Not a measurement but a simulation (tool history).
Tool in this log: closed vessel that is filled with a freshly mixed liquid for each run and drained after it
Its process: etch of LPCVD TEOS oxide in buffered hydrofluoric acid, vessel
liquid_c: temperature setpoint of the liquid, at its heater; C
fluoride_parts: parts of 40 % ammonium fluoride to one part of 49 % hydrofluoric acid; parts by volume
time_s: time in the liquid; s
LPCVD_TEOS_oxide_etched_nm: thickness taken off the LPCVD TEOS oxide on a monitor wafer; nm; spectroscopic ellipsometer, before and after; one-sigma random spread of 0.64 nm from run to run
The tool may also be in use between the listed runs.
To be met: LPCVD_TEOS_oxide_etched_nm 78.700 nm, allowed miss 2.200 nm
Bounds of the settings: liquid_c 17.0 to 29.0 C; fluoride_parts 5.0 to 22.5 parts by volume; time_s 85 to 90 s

run	hour	liquid_c	fluoride_parts	time_s	LPCVD_TEOS_oxide_etched_nm
1	0.0	21.0	13.5	85	116.660
2	1.2	19.5	14.5	85	98.626
3	8.9	18.5	15.0	85	90.357
4	9.8	18.0	15.0	85	88.764
5	13.9	20.0	15.0	85	99.173
6	22.4	20.0	15.0	85	99.372
7	23.5	19.0	15.5	85	91.103
8	28.9	18.5	15.5	85	88.840
9	36.5	18.0	15.5	85	84.776
10	39.4	17.5	15.5	85	83.460

Which single option among these 4 for the next run brings every result within its allowed miss of target? Just one does.
A	42.3	18.0	15.5	85	?
B	42.3	18.5	18.5	90	?
C	42.3	17.0	17.0	85	?
D	42.3	17.0	18.0	90	?

move	LPCVD_TEOS_oxide_etched_nm
A	85.421
B	78.146
C	73.663
D	73.715
A: further off than the last run
B: hits every target within its allowed miss
C: takes the biggest miss from the last run beyond its target
D: takes the biggest miss from the last run beyond its target
B is the move that brings every result within its allowed miss.

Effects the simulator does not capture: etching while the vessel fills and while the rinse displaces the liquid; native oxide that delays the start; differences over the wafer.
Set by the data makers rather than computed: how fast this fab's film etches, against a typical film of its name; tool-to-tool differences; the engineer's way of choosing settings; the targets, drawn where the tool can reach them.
